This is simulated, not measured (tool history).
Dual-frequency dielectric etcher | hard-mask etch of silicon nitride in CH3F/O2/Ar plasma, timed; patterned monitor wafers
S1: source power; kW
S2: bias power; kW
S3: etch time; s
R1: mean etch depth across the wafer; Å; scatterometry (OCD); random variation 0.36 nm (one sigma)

run	hour	S1	S2	S3	R1
1	0	0.3	0.069	232.5	1523.8
2	6.1	0.26	0.068	232.5	1420.1
3	12.2	0.26	0.068	232.5	1423.1
4	12.8	0.26	0.068	242.5	1490.8
5	14.8	0.24	0.068	242.5	1430.3
6	21.8	0.23	0.068	242.5	1400.8
7	30.5	0.18	0.067	242.5	1236.4

Forecast run 8:
8	33	0.19	0.067	242.5	?

R1: 1269.2 Å

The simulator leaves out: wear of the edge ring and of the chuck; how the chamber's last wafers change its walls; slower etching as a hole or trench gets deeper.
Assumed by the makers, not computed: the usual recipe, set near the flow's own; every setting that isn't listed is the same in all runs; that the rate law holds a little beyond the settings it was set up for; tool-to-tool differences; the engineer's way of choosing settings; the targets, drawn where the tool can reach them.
